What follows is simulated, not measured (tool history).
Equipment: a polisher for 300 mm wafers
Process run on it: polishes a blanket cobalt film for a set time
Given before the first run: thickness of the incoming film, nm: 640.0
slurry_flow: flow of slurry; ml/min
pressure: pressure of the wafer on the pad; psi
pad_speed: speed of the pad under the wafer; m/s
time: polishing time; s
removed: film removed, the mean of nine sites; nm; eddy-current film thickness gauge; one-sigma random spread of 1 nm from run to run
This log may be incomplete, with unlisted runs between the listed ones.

Run 1, hour 0: slurry_flow 125 ml/min, pressure 1.8 psi, pad_speed 0.96 m/s, time 28 s. Result: removed 147.23 nm.
Run 2, hour 2.5: slurry_flow 125 ml/min, pressure 1.8 psi, pad_speed 1.08 m/s, time 28 s. Result: removed 162.23 nm.
Run 3, hour 3.2: slurry_flow 125 ml/min, pressure 1.6 psi, pad_speed 1.06 m/s, time 28 s. Result: removed 144.83 nm.
Run 4, hour 8.8: slurry_flow 125 ml/min, pressure 1.4 psi, pad_speed 1.06 m/s, time 28 s. Result: removed 120.77 nm.
Run 5, hour 12: slurry_flow 125 ml/min, pressure 1.3 psi, pad_speed 1.06 m/s, time 28 s. Result: removed 112.59 nm.
Run 6, hour 18.9: slurry_flow 125 ml/min, pressure 1.5 psi, pad_speed 1.06 m/s, time 28 s. Result: removed 132.26 nm.
Run 7, hour 19.6: slurry_flow 125 ml/min, pressure 1.4 psi, pad_speed 1.06 m/s, time 28 s. Result: removed 122.93 nm.
Run 8, hour 23: slurry_flow 125 ml/min, pressure 1.3 psi, pad_speed 1.06 m/s, time 28 s. Result: removed 115.15 nm.

Run 9 has not been measured yet. What should we expect?
Run 9, hour 26.2: slurry_flow 125 ml/min, pressure 1.2 psi, pad_speed 1.06 m/s, time 28 s. Result: removed ?.

Run 9 measured removed 107.62 nm.
